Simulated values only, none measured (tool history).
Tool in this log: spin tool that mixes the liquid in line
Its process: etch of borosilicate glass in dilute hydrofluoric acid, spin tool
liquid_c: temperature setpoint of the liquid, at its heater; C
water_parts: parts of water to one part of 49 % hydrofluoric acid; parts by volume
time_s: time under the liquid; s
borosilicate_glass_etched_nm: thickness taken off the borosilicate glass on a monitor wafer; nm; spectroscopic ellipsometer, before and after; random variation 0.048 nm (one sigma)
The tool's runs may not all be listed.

| run | hour | liquid_c | water_parts | time_s | borosilicate_glass_etched_nm |
|---|---|---|---|---|---|
| 1 | 0.0 | 20.0 | 190 | 15 | 1.8672 |
| 2 | 2.2 | 20.0 | 160 | 15 | 2.2802 |
| 3 | 3.9 | 21.5 | 135 | 15 | 2.9390 |
| 4 | 11.6 | 21.5 | 135 | 15 | 2.9200 |
| 5 | 17.5 | 22.5 | 120 | 15 | 3.4734 |
| 6 | 19.0 | 22.5 | 120 | 15 | 3.5195 |
| 7 | 23.0 | 23.5 | 110 | 15 | 4.0021 |

Forecast run 8:
| 8 | 28.1 | 24.5 | 100 | 15 | ? |

borosilicate_glass_etched_nm: 4.7271 nm
